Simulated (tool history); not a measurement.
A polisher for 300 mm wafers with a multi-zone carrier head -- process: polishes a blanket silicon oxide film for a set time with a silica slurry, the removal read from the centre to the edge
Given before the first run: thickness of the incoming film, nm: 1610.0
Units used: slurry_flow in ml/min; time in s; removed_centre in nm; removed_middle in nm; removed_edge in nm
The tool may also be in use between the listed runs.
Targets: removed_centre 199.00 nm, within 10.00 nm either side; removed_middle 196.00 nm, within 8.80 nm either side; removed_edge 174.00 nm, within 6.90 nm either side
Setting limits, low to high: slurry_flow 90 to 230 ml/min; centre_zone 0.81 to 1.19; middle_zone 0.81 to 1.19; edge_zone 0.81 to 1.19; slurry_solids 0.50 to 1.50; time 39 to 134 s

| run | hour | slurry_flow | centre_zone | middle_zone | edge_zone | slurry_solids | time | removed_centre | removed_middle | removed_edge |
|---|---|---|---|---|---|---|---|---|---|---|
| 1 | 0.0 | 150 | 1.00 | 1.00 | 1.00 | 1.00 | 86 | 251.12 | 248.74 | 250.17 |
| 2 | 0.6 | 150 | 1.01 | 1.01 | 0.96 | 0.85 | 85 | 232.28 | 234.89 | 225.29 |
| 3 | 6.3 | 145 | 1.02 | 1.01 | 0.93 | 0.75 | 85 | 223.50 | 219.70 | 216.45 |
| 4 | 11.2 | 145 | 1.07 | 1.01 | 0.93 | 0.75 | 85 | 232.35 | 218.87 | 213.83 |
| 5 | 14.4 | 145 | 0.99 | 1.01 | 0.93 | 0.75 | 85 | 224.56 | 216.27 | 212.13 |
| 6 | 19.5 | 145 | 0.99 | 1.03 | 0.91 | 0.70 | 84 | 212.65 | 210.07 | 206.08 |
| 7 | 23.7 | 150 | 1.02 | 1.06 | 0.88 | 0.65 | 82 | 206.65 | 205.80 | 192.57 |
| 8 | 30.1 | 150 | 1.03 | 1.07 | 0.86 | 0.60 | 82 | 205.58 | 211.28 | 188.93 |

Pick the move, out of 4, that brings all results within their allowed miss; only one does.
| A | 36.5 | 135 | 1.07 | 1.07 | 0.82 | 0.70 | 75 | ? | ? | ? |
| B | 36.5 | 155 | 1.09 | 0.98 | 0.89 | 0.65 | 80 | ? | ? | ? |
| C | 36.5 | 155 | 1.02 | 1.08 | 0.91 | 0.55 | 90 | ? | ? | ? |
| D | 36.5 | 110 | 0.96 | 0.90 | 1.02 | 0.65 | 93 | ? | ? | ? |

| move | removed_centre | removed_middle | removed_edge |
|---|---|---|---|
| A | 194.49 | 189.43 | 173.48 |
| B | 211.26 | 186.97 | 190.31 |
| C | 209.25 | 214.91 | 203.17 |
| D | 200.65 | 189.79 | 225.62 |
A: each result inside its tolerance
B: moves away from the targets compared with the last run
C: moves away from the targets compared with the last run
D: moves away from the targets compared with the last run
So the answer is move A, the one that meets all the targets.
